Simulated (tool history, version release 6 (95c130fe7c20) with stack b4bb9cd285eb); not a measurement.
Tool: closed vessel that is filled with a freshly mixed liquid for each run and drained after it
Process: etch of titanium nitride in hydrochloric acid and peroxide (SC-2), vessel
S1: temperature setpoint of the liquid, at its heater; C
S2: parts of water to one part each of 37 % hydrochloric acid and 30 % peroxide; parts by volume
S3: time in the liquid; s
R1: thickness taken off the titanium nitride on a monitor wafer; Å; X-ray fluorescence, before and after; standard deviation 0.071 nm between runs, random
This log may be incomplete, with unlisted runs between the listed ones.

{"run": 1, "day": 0.0, "S1": 57.0, "S2": 12.0, "S3": 130, "R1": 44.88}
{"run": 2, "day": 0.067, "S1": 53.0, "S2": 12.0, "S3": 130, "R1": 35.365}
{"run": 3, "day": 0.421, "S1": 49.5, "S2": 12.0, "S3": 130, "R1": 28.31}
{"run": 4, "day": 0.796, "S1": 54.5, "S2": 12.0, "S3": 130, "R1": 38.455}
{"run": 5, "day": 1.021, "S1": 58.0, "S2": 12.0, "S3": 130, "R1": 48.064}
{"run": 6, "day": 1.4, "S1": 58.0, "S2": 12.0, "S3": 90, "R1": 34.27}

The next listed run, before its measurement:
{"run": 7, "day": 1.504, "S1": 62.0, "S2": 11.0, "S3": 90, "R1": "?"}

Run 7 yielded R1 46.972 Å.

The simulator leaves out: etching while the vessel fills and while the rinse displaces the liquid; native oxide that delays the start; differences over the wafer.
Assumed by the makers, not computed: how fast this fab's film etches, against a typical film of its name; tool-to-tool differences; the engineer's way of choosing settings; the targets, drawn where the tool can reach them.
